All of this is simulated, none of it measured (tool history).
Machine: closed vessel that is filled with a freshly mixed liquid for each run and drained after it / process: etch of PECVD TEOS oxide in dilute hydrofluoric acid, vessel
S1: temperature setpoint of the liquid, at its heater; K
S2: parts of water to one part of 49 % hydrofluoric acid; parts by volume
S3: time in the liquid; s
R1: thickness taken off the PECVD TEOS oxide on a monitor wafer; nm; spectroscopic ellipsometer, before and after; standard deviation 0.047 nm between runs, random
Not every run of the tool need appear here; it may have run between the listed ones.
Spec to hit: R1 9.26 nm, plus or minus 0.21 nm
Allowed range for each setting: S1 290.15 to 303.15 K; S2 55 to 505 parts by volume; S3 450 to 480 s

Run 1, hour 0: S1 295.15 K, S2 280 parts by volume, S3 450 s. Result: R1 20.056 nm.
Run 2, hour 5.3: S1 293.65 K, S2 320 parts by volume, S3 450 s. Result: R1 16.014 nm.
Run 3, hour 8.5: S1 293.65 K, S2 320 parts by volume, S3 450 s. Result: R1 16.197 nm.
Run 4, hour 12.6: S1 292.65 K, S2 355 parts by volume, S3 450 s. Result: R1 13.607 nm.
Run 5, hour 15: S1 292.15 K, S2 380 parts by volume, S3 450 s. Result: R1 12.272 nm.
Run 6, hour 18: S1 294.15 K, S2 380 parts by volume, S3 450 s. Result: R1 13.031 nm.
Run 7, hour 23.2: S1 293.15 K, S2 395 parts by volume, S3 450 s. Result: R1 12.042 nm.
Run 8, hour 28.8: S1 292.15 K, S2 410 parts by volume, S3 450 s. Result: R1 11.11 nm.
Run 9, hour 33.5: S1 291.65 K, S2 420 parts by volume, S3 450 s. Result: R1 10.442 nm.
Run 10, hour 39.5: S1 291.15 K, S2 425 parts by volume, S3 450 s. Result: R1 10.06 nm.
Run 11, hour 41.2: S1 290.65 K, S2 430 parts by volume, S3 450 s. Result: R1 9.7676 nm.

Which of these 4 next moves meets every target?
Run A, hour 42.9: S1 290.15 K, S2 410 parts by volume, S3 480 s. Result: R1 ?.
Run B, hour 42.9: S1 290.15 K, S2 455 parts by volume, S3 465 s. Result: R1 ?.
Run C, hour 42.9: S1 290.15 K, S2 425 parts by volume, S3 475 s. Result: R1 ?.
Run D, hour 42.9: S1 291.65 K, S2 400 parts by volume, S3 450 s. Result: R1 ?.

move      R1
   A  10.879
   B  9.1781
   C  10.267
   D  11.116
A: the biggest miss grows against the last run
B: meets every target
C: the biggest miss grows against the last run
D: the biggest miss grows against the last run
Correct choice: B, which meets every target
